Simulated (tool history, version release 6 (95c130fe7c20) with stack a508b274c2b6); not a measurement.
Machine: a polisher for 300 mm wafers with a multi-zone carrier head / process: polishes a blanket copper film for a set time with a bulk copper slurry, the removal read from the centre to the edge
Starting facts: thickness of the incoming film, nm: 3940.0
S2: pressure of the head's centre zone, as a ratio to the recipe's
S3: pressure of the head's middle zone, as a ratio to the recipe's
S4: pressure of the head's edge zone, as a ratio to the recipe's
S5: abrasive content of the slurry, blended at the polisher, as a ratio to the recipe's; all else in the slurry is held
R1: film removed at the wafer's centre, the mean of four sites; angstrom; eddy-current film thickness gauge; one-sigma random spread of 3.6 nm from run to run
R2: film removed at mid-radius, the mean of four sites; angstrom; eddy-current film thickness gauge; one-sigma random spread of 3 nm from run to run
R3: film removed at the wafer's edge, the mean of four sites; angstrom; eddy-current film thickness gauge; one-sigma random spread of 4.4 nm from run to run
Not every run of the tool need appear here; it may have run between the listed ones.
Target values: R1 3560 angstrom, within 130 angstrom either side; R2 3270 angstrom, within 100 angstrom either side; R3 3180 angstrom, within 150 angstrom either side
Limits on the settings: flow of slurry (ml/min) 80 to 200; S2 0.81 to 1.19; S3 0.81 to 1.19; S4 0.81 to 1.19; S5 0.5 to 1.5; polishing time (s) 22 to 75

Run 1, hour 0: flow of slurry (ml/min) 130, S2 1, S3 1, S4 1, S5 1, polishing time (s) 48. Result: R1 2526.2 angstrom, R2 2584.1 angstrom, R3 2577.6 angstrom.
Run 2, hour 2.7: flow of slurry (ml/min) 140, S2 1.03, S3 1.01, S4 1.02, S5 1.05, polishing time (s) 48. Result: R1 2693.9 angstrom, R2 2663.4 angstrom, R3 2593.4 angstrom.
Run 3, hour 5.4: flow of slurry (ml/min) 140, S2 1.04, S3 1.01, S4 1.03, S5 1.15, polishing time (s) 49. Result: R1 2839.7 angstrom, R2 2802.1 angstrom, R3 2784.4 angstrom.
Run 4, hour 13: flow of slurry (ml/min) 155, S2 1.04, S3 1.01, S4 1.03, S5 1.15, polishing time (s) 49. Result: R1 2914.4 angstrom, R2 2804.2 angstrom, R3 2781.4 angstrom.
Run 5, hour 17.9: flow of slurry (ml/min) 155, S2 1.04, S3 1.01, S4 1.03, S5 1.05, polishing time (s) 49. Result: R1 2864.4 angstrom, R2 2734.5 angstrom, R3 2802.1 angstrom.
Run 6, hour 19.9: flow of slurry (ml/min) 160, S2 1.06, S3 1.03, S4 1.04, S5 1.1, polishing time (s) 49. Result: R1 2954.3 angstrom, R2 2879.5 angstrom, R3 2812 angstrom.
Run 7, hour 25.8: flow of slurry (ml/min) 180, S2 1.15, S3 1, S4 1.13, S5 1.35, polishing time (s) 51. Result: R1 3459.2 angstrom, R2 3129.4 angstrom, R3 3180.9 angstrom.
Run 8, hour 33.5: flow of slurry (ml/min) 180, S2 1.15, S3 1.01, S4 1.13, S5 1.35, polishing time (s) 51. Result: R1 3505 angstrom, R2 3050.3 angstrom, R3 3149.1 angstrom.
Run 9, hour 39.6: flow of slurry (ml/min) 180, S2 1.14, S3 1.02, S4 1.13, S5 1.35, polishing time (s) 51. Result: R1 3522.7 angstrom, R2 3150.5 angstrom, R3 3156.4 angstrom.

5 candidate next runs follow, results not yet known. Just one meets every target within its allowed miss. Identify it.
Run A, hour 45.7: flow of slurry (ml/min) 180, S2 1.19, S3 0.98, S4 1.1, S5 1.35, polishing time (s) 50. Result: R1 ?, R2 ?, R3 ?.
Run B, hour 45.7: flow of slurry (ml/min) 175, S2 1.18, S3 1.04, S4 1.12, S5 1.3, polishing time (s) 50. Result: R1 ?, R2 ?, R3 ?.
Run C, hour 45.7: flow of slurry (ml/min) 180, S2 1.03, S3 0.99, S4 1.17, S5 1.3, polishing time (s) 56. Result: R1 ?, R2 ?, R3 ?.
Run D, hour 45.7: flow of slurry (ml/min) 200, S2 1.19, S3 1.15, S4 1.1, S5 1.3, polishing time (s) 47. Result: R1 ?, R2 ?, R3 ?.
Run E, hour 45.7: flow of slurry (ml/min) 200, S2 1.16, S3 1.09, S4 1.14, S5 1.3, polishing time (s) 50. Result: R1 ?, R2 ?, R3 ?.

move      R1      R2      R3
   A  3593.8  2989.9  3061.1
   B  3521.2    3107  3053.5
   C  3452.4  3352.5  3509.6
   D  3405.9    3238  2875.9
   E  3529.9  3290.1  3118.2
A: the biggest miss grows against the last run
B: the biggest miss grows against the last run
C: brings the result that was furthest off to its target, and leaves another outside
D: brings the result that was furthest off to its target, and leaves another outside
E: all results in spec
E is the move that brings every result within its allowed miss.
